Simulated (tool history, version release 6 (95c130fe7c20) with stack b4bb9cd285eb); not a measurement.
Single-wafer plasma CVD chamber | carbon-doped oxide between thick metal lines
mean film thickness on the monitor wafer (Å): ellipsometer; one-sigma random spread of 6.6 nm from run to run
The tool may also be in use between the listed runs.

| run | day | heater temperature setpoint (deg C) | chamber pressure (mTorr) | RF power (kW) | deposition time (s) | mean film thickness on the monitor wafer (Å) |
|---|---|---|---|---|---|---|
| 1 | 0 | 375 | 4820 | 0.495 | 245 | 11148 |
| 2 | 0.296 | 374 | 5090 | 0.52 | 246 | 11712 |
| 3 | 0.354 | 374 | 5090 | 0.52 | 253 | 12048 |
| 4 | 0.525 | 374 | 4440 | 0.52 | 253 | 11582 |
| 5 | 0.733 | 374 | 3680 | 0.52 | 253 | 11168 |
| 6 | 0.829 | 374 | 3270 | 0.52 | 253 | 11098 |
| 7 | 1.075 | 373 | 3710 | 0.54 | 253 | 11552 |
| 8 | 1.142 | 372 | 4040 | 0.55 | 253 | 11870 |

What does the tool deliver on the next run?
| 9 | 1.512 | 372 | 4270 | 0.56 | 253 | ? |

For run 9 the tool returned mean film thickness on the monitor wafer (Å) 12251.
